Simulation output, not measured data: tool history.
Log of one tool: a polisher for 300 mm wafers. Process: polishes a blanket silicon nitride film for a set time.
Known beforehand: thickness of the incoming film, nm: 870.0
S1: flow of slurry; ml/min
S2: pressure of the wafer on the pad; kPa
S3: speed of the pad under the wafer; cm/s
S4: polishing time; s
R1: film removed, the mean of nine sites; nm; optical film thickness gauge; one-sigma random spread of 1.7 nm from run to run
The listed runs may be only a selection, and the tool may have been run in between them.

run 1 hour=0.0 | S1=180 S2=26.9 S3=106 S4=59 | R1=135.15
run 2 hour=7.9 | S1=180 S2=26.9 S3=82 S4=59 | R1=113.71
run 3 hour=11.2 | S1=180 S2=26.9 S3=94 S4=59 | R1=125.14
run 4 hour=15.2 | S1=180 S2=26.9 S3=94 S4=62 | R1=130.07
run 5 hour=23.0 | S1=180 S2=21.4 S3=94 S4=62 | R1=115.30
run 6 hour=28.5 | S1=180 S2=21.4 S3=94 S4=62 | R1=115.02
run 7 hour=34.9 | S1=185 S2=26.2 S3=96 S4=62 | R1=132.94
run 8 hour=37.2 | S1=195 S2=29.0 S3=96 S4=62 | R1=140.31
run 9 hour=39.0 | S1=195 S2=31.7 S3=96 S4=62 | R1=150.36

Expected results for the next run?
run 10 hour=47.7 | S1=195 S2=33.8 S3=96 S4=62 | R1=?

Run 10 yielded R1 157.28 nm.
